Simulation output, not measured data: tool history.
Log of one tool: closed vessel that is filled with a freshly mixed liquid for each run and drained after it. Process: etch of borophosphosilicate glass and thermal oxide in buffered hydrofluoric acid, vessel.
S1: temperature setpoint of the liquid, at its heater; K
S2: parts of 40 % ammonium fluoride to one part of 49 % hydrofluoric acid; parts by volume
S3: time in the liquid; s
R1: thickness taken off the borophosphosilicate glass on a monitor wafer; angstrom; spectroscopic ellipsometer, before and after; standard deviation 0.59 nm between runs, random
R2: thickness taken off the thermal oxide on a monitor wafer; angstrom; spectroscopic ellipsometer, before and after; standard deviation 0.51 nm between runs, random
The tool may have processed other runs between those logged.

run 1 day=0.000 | S1=298.15 S2=11.0 S3=60 | R1=823.42 R2=679.56
run 2 day=0.129 | S1=299.15 S2=11.0 S3=60 | R1=867.82 R2=713.90
run 3 day=0.483 | S1=300.15 S2=11.0 S3=60 | R1=918.01 R2=761.34
run 4 day=0.529 | S1=300.15 S2=8.5 S3=60 | R1=1147.40 R2=947.09
run 5 day=0.721 | S1=300.65 S2=8.5 S3=60 | R1=1189.00 R2=978.58
run 6 day=1.050 | S1=299.15 S2=8.5 S3=60 | R1=1089.00 R2=895.00

For run 7, what comes out?
run 7 day=1.150 | S1=299.65 S2=8.5 S3=60 | R1=? R2=?

R1: 1111.70 angstrom
R2: 910.67 angstrom
